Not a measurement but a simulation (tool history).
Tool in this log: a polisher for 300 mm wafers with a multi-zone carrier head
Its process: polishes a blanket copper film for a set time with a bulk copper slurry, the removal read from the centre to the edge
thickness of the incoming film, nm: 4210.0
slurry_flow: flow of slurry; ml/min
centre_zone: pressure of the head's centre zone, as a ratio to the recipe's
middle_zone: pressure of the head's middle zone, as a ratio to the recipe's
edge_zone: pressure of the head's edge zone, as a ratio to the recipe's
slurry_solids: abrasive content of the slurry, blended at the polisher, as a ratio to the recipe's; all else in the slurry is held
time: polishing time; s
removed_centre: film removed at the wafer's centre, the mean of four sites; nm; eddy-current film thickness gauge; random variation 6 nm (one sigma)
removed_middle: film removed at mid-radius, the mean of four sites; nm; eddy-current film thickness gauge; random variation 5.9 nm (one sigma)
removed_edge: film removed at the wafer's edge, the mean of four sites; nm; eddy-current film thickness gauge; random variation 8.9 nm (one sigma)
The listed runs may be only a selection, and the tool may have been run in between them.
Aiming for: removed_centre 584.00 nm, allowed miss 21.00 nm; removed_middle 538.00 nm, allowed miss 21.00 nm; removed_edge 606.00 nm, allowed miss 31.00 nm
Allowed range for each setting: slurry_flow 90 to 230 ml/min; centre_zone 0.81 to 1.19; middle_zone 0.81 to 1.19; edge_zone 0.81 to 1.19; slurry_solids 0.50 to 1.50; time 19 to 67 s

run	day	slurry_flow	centre_zone	middle_zone	edge_zone	slurry_solids	time	removed_centre	removed_middle	removed_edge
1	0.000	150	1.00	1.00	1.00	1.00	43	409.00	413.64	414.12
2	0.083	150	1.01	0.99	1.02	1.05	44	440.47	425.07	443.49
3	0.446	130	1.01	0.99	1.02	1.05	44	428.43	406.74	426.09
4	0.754	140	1.02	0.99	1.04	1.10	44	444.73	419.76	446.97
5	0.838	140	0.96	0.99	1.04	1.10	44	418.80	420.50	437.19
6	1.025	140	1.04	0.99	1.04	1.10	44	450.63	417.95	434.26
7	1.379	145	1.03	0.98	1.06	1.15	45	464.93	433.99	474.50
8	1.567	185	1.12	1.07	1.16	1.40	46	561.48	513.09	532.72

Below are 4 possible settings for the next run. Only one of them brings all results inside the allowed miss of their targets. Which is it?
A	1.754	120	0.97	1.04	1.19	1.50	56	?	?	?
B	1.754	160	1.06	1.00	1.19	1.50	51	?	?	?
C	1.754	175	1.03	0.90	1.19	1.45	56	?	?	?
D	1.754	195	1.12	0.99	1.19	1.45	51	?	?	?

move	removed_centre	removed_middle	removed_edge
A	546.70	567.88	632.21
B	576.32	526.00	597.19
C	619.78	532.68	658.82
D	625.22	533.30	606.10
A: meets the target for the result that was furthest off, but another lies outside its allowed miss
B: every result within its allowed miss
C: takes the biggest miss from the last run beyond its target
D: meets the target for the result that was furthest off, but another lies outside its allowed miss
B is the move that brings every result within its allowed miss.
